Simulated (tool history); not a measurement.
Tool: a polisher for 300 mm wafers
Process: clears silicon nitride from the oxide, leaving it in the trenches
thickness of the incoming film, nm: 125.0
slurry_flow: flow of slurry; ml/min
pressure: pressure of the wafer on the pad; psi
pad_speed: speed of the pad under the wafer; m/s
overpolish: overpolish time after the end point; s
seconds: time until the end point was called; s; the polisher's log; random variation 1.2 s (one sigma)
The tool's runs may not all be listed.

run	hour	slurry_flow	pressure	pad_speed	overpolish	seconds
1	0.0	175	2.9	1.02	39	126.50
2	1.8	135	2.9	1.02	39	127.44
3	6.2	135	3.2	1.02	39	115.54
4	12.7	135	3.2	0.82	39	136.64
5	18.2	155	3.2	0.82	39	134.87
6	22.9	155	3.2	1.02	39	114.95

Run 7 comes next. What will it give?
7	25.2	155	3.5	1.02	39	?

seconds: 106.80 s

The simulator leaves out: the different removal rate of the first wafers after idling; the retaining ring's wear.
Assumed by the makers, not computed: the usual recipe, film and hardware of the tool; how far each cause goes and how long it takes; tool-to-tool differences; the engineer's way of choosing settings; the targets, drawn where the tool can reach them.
